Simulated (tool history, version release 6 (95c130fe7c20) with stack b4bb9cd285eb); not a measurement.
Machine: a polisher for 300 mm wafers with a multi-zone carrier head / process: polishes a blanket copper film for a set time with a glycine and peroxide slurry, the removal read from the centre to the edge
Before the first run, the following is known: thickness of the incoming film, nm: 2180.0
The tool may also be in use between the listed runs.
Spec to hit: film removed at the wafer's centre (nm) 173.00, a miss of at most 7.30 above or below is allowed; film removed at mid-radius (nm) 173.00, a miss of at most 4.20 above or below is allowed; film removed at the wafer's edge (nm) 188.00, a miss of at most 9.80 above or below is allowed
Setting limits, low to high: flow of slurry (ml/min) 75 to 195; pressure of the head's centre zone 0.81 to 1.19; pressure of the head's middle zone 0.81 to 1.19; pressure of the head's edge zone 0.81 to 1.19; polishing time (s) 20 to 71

run    day  flow of slurry (ml/min)  pressure of the head's centre zone  pressure of the head's middle zone  pressure of the head's edge zone  polishing time (s)  film removed at the wafer's centre (nm)  film removed at mid-radius (nm)  film removed at the wafer's edge (nm)
  1  0.000                      125                                1.00                                1.00                              1.00                  45                                   280.22                           284.88                                 284.26
  2  0.104                      155                                1.00                                1.00                              1.00                  45                                   294.60                           302.12                                 295.13
  3  0.200                      155                                1.00                                1.00                              1.06                  45                                   296.16                           296.38                                 302.38
  4  0.396                      185                                1.00                                1.00                              1.06                  45                                   306.48                           302.88                                 307.72
  5  0.450                      175                                0.97                                0.95                              1.02                  39                                   256.12                           253.44                                 258.48
  6  0.675                      160                                0.94                                0.91                              1.00                  36                                   224.22                           224.22                                 239.36
  7  0.925                      150                                0.93                                0.88                              0.96                  34                                   208.15                           203.95                                 216.02
  8  1.242                      135                                0.91                                0.86                              0.93                  34                                   197.68                           195.03                                 208.52
  9  1.567                      120                                0.90                                0.85                              0.91                  34                                   192.03                           188.79                                 198.59
 10  1.700                       85                                0.85                                0.81                              0.94                  34                                   162.46                           167.24                                 198.53

Below are 4 possible settings for the next run. Only one of them brings all results inside the allowed miss of their targets. Which is it?
  A  1.833                      105                                1.02                                0.81                              0.81                  31                                        ?                                ?                                      ?
  B  1.833                      115                                1.10                                0.88                              0.81                  29                                        ?                                ?                                      ?
  C  1.833                      130                                0.90                                0.87                              0.97                  30                                        ?                                ?                                      ?
  D  1.833                       95                                0.95                                0.81                              1.03                  33                                        ?                                ?                                      ?

move  film removed at the wafer's centre (nm)  film removed at mid-radius (nm)  film removed at the wafer's edge (nm)
   A                                   190.71                           159.65                                 175.16
   B                                   197.29                           162.25                                 166.10
   C                                   171.74                           170.92                                 190.00
   D                                   183.65                           165.80                                 204.88
A: moves the result that the last run missed by most past its target, out the other side
B: moves the result that the last run missed by most past its target, out the other side
C: in spec on every target
D: moves the result that the last run missed by most past its target, out the other side
C meets every target.
